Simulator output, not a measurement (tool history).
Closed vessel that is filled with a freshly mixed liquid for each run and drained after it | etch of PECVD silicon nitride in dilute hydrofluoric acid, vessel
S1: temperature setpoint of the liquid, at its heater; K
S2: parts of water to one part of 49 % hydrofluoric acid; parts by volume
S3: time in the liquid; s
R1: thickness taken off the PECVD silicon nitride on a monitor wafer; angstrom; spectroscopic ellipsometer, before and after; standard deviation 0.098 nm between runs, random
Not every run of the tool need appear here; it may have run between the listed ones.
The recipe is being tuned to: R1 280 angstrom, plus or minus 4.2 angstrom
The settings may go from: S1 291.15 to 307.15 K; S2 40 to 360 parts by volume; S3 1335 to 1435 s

run  hour      S1   S2    S3      R1
  1     0  299.15  200  1335  202.54
  2   7.3  295.65  200  1335  164.02
  3    12  295.65  200  1435   174.4
  4  20.3  297.15  200  1435  193.69
  5  26.8  297.15  155  1435  247.45
  6  32.9  297.15  155  1335   230.5
  7  38.4  298.15  155  1335  246.08
  8  43.2  298.65  155  1335  253.35
  9  48.9  299.15  155  1335  262.71
 10  53.4  299.65  155  1335  270.38

Which one of the following 4 next-run settings gets every result inside its allowed miss? There is exactly one.
  A  57.9  299.15  140  1335   ?
  B  57.9  300.65  165  1435   ?
  C  57.9  299.65  150  1335   ?
  D  57.9  296.15  125  1435   ?

move      R1
   A   290.8
   B  291.43
   C  280.19
   D  288.01
A: the result that was furthest off in the last run now lies on the other side of its target
B: the result that was furthest off in the last run now lies on the other side of its target
C: every result lands within tolerance
D: the result that was furthest off in the last run now lies on the other side of its target
Correct choice: C, which meets every target
